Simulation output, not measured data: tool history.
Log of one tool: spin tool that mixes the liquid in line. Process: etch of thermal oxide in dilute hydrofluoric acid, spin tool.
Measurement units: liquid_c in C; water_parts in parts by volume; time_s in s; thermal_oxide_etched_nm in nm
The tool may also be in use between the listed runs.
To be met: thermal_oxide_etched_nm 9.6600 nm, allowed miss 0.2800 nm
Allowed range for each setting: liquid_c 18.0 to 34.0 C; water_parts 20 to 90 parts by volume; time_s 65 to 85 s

Run 1, hour 0.0: liquid_c 26.0 C, water_parts 50 parts by volume, time_s 85 s. Result: thermal_oxide_etched_nm 8.4521 nm.
Run 2, hour 7.2: liquid_c 26.0 C, water_parts 50 parts by volume, time_s 65 s. Result: thermal_oxide_etched_nm 6.4907 nm.
Run 3, hour 13.1: liquid_c 28.0 C, water_parts 50 parts by volume, time_s 65 s. Result: thermal_oxide_etched_nm 7.0968 nm.
Run 4, hour 16.2: liquid_c 28.0 C, water_parts 50 parts by volume, time_s 85 s. Result: thermal_oxide_etched_nm 9.1034 nm.
Run 5, hour 24.1: liquid_c 28.0 C, water_parts 45 parts by volume, time_s 85 s. Result: thermal_oxide_etched_nm 10.3030 nm.
Run 6, hour 30.3: liquid_c 28.0 C, water_parts 60 parts by volume, time_s 85 s. Result: thermal_oxide_etched_nm 7.5168 nm.
Run 7, hour 36.7: liquid_c 28.0 C, water_parts 60 parts by volume, time_s 85 s. Result: thermal_oxide_etched_nm 7.4972 nm.
Run 8, hour 37.7: liquid_c 29.5 C, water_parts 60 parts by volume, time_s 85 s. Result: thermal_oxide_etched_nm 8.0100 nm.
Run 9, hour 45.9: liquid_c 30.5 C, water_parts 60 parts by volume, time_s 85 s. Result: thermal_oxide_etched_nm 8.3284 nm.
Run 10, hour 54.7: liquid_c 31.5 C, water_parts 60 parts by volume, time_s 85 s. Result: thermal_oxide_etched_nm 8.7558 nm.
Run 11, hour 61.2: liquid_c 32.0 C, water_parts 60 parts by volume, time_s 85 s. Result: thermal_oxide_etched_nm 8.7982 nm.
Run 12, hour 66.6: liquid_c 32.5 C, water_parts 60 parts by volume, time_s 85 s. Result: thermal_oxide_etched_nm 8.8930 nm.

5 candidate next runs follow, results not yet known. Just one meets every target within its allowed miss. Identify it.
Run A, hour 72.0: liquid_c 33.0 C, water_parts 45 parts by volume, time_s 65 s. Result: thermal_oxide_etched_nm ?.
Run B, hour 72.0: liquid_c 33.5 C, water_parts 55 parts by volume, time_s 70 s. Result: thermal_oxide_etched_nm ?.
Run C, hour 72.0: liquid_c 34.0 C, water_parts 60 parts by volume, time_s 70 s. Result: thermal_oxide_etched_nm ?.
Run D, hour 72.0: liquid_c 34.0 C, water_parts 55 parts by volume, time_s 75 s. Result: thermal_oxide_etched_nm ?.
Run E, hour 72.0: liquid_c 34.0 C, water_parts 60 parts by volume, time_s 80 s. Result: thermal_oxide_etched_nm ?.

move  thermal_oxide_etched_nm
   A                   9.6293
   B                   8.5057
   C                   7.8798
   D                   9.2874
   E                   9.0055
A: each result inside its tolerance
B: further off than the last run
C: further off than the last run
D: nearer than the last run, and not there yet
E: nearer than the last run, and not there yet
So the answer is move A, the one that meets all the targets.
